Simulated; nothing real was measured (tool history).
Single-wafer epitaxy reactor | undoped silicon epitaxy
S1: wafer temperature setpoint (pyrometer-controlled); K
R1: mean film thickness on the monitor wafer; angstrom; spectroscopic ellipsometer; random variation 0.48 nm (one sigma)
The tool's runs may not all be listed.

{"run": 1, "hour": 0.0, "S1": 933.15, "deposition time (s)": 436, "R1": 919.7}
{"run": 2, "hour": 4.4, "S1": 937.15, "deposition time (s)": 437, "R1": 1010.4}
{"run": 3, "hour": 5.5, "S1": 929.15, "deposition time (s)": 437, "R1": 826.16}
{"run": 4, "hour": 8.1, "S1": 933.15, "deposition time (s)": 438, "R1": 913.29}
{"run": 5, "hour": 9.4, "S1": 936.15, "deposition time (s)": 438, "R1": 982.73}
{"run": 6, "hour": 11.9, "S1": 939.15, "deposition time (s)": 438, "R1": 1052.8}
{"run": 7, "hour": 18.2, "S1": 941.15, "deposition time (s)": 438, "R1": 1106.1}
{"run": 8, "hour": 21.4, "S1": 943.15, "deposition time (s)": 438, "R1": 1157.6}
{"run": 9, "hour": 29.5, "S1": 945.15, "deposition time (s)": 438, "R1": 1217.2}

Forecast run 10:
{"run": 10, "hour": 38.5, "S1": 946.15, "deposition time (s)": 438, "R1": "?"}

{"run 10": {"R1": 1254.2}}
